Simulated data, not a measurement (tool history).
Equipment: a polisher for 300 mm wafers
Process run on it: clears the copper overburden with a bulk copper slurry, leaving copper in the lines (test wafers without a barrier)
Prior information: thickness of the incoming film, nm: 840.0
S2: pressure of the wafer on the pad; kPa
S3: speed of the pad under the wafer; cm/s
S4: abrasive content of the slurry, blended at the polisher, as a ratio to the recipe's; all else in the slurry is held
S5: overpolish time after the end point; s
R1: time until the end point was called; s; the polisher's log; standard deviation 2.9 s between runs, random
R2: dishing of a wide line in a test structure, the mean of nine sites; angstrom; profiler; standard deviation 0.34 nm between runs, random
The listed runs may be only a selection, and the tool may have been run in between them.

Run 1, hour 0: flow of slurry (ml/min) 175, S2 15.2 kPa, S3 122 cm/s, S4 1, S5 11 s. Result: R1 106.99 s, R2 527.13 angstrom.
Run 2, hour 1.1: flow of slurry (ml/min) 175, S2 15.2 kPa, S3 122 cm/s, S4 0.8, S5 11 s. Result: R1 107.72 s, R2 518.65 angstrom.
Run 3, hour 3: flow of slurry (ml/min) 175, S2 13.8 kPa, S3 122 cm/s, S4 0.75, S5 10 s. Result: R1 122.5 s, R2 445.41 angstrom.
Run 4, hour 7.3: flow of slurry (ml/min) 175, S2 17.2 kPa, S3 122 cm/s, S4 0.75, S5 10 s. Result: R1 101.13 s, R2 529.64 angstrom.
Run 5, hour 9.5: flow of slurry (ml/min) 175, S2 17.2 kPa, S3 122 cm/s, S4 0.75, S5 12 s. Result: R1 100.02 s, R2 600.78 angstrom.
Run 6, hour 17.8: flow of slurry (ml/min) 175, S2 17.2 kPa, S3 106 cm/s, S4 0.75, S5 12 s. Result: R1 112.77 s, R2 550.77 angstrom.

What does the tool deliver on the next run?
Run 7, hour 22.5: flow of slurry (ml/min) 180, S2 15.9 kPa, S3 106 cm/s, S4 0.8, S5 11 s. Result: R1 ?, R2 ?.

Run 7 gave R1 121.26 s, R2 477.84 angstrom.
